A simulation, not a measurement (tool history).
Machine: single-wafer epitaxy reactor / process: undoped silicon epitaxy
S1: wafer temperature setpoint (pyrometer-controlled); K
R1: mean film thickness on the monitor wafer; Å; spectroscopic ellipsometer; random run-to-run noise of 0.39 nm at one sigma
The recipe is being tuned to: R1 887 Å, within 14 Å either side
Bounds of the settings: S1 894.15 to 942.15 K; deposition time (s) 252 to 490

run 1 day=0 | S1=918.15 deposition_time_(s)=371 | R1=499.54
run 2 day=0.346 | S1=918.15 deposition_time_(s)=337 | R1=458.26
run 3 day=0.508 | S1=924.15 deposition_time_(s)=349 | R1=535.88
run 4 day=0.775 | S1=928.15 deposition_time_(s)=360 | R1=595.32
run 5 day=0.962 | S1=931.15 deposition_time_(s)=370 | R1=656.72
run 6 day=1.029 | S1=934.15 deposition_time_(s)=376 | R1=703.82
-- day=1.104 pyrometer calibrated
run 7 day=1.104 | S1=936.15 deposition_time_(s)=382 | R1=803.13
run 8 day=1.146 | S1=937.15 deposition_time_(s)=382 | R1=816.9
run 9 day=1.479 | S1=938.15 deposition_time_(s)=382 | R1=829.08
run 10 day=1.75 | S1=939.15 deposition_time_(s)=382 | R1=839.02
run 11 day=2.083 | S1=940.15 deposition_time_(s)=382 | R1=871.47

Of the 5 settings listed for the next run, only one would bring every result within its allowed miss of target. Which one?
run A day=2.417 | S1=938.15 deposition_time_(s)=423 | R1=?
run B day=2.417 | S1=931.15 deposition_time_(s)=454 | R1=?
run C day=2.417 | S1=938.15 deposition_time_(s)=395 | R1=?
run D day=2.417 | S1=942.15 deposition_time_(s)=374 | R1=?
run E day=2.417 | S1=935.15 deposition_time_(s)=411 | R1=?

move=A R1=924.9
move=B R1=860.37
move=C R1=863.68
move=D R1=886.61
move=E R1=845.44
A: moves the result that the last run missed by most past its target, out the other side
B: further off than the last run
C: further off than the last run
D: every result within its allowed miss
E: further off than the last run
Go with D: it meets all targets.
